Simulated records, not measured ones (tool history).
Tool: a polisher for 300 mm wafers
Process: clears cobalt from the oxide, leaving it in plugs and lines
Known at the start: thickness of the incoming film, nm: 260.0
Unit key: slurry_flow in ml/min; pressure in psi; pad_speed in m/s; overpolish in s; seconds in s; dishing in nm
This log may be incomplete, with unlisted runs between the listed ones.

run 1 hour=0 | slurry_flow=135 pressure=1.7 pad_speed=1.28 overpolish=26 | seconds=56.191 dishing=49.148
run 2 hour=1 | slurry_flow=130 pressure=1.6 pad_speed=1.28 overpolish=23 | seconds=60.271 dishing=46.911
run 3 hour=2.1 | slurry_flow=130 pressure=1.9 pad_speed=1.28 overpolish=23 | seconds=51.904 dishing=47.802
run 4 hour=6.6 | slurry_flow=125 pressure=1.8 pad_speed=1.26 overpolish=20 | seconds=56.191 dishing=45.502
run 5 hour=11 | slurry_flow=125 pressure=1.8 pad_speed=1.26 overpolish=28 | seconds=55.707 dishing=50.381
run 6 hour=16.6 | slurry_flow=125 pressure=1.7 pad_speed=1.26 overpolish=24 | seconds=58.777 dishing=48.201

Run 7 comes next. What will it give?
run 7 hour=24.7 | slurry_flow=135 pressure=1.6 pad_speed=1.24 overpolish=21 | seconds=? dishing=?

{"run 7": {"seconds": 62.473, "dishing": 44.54}}
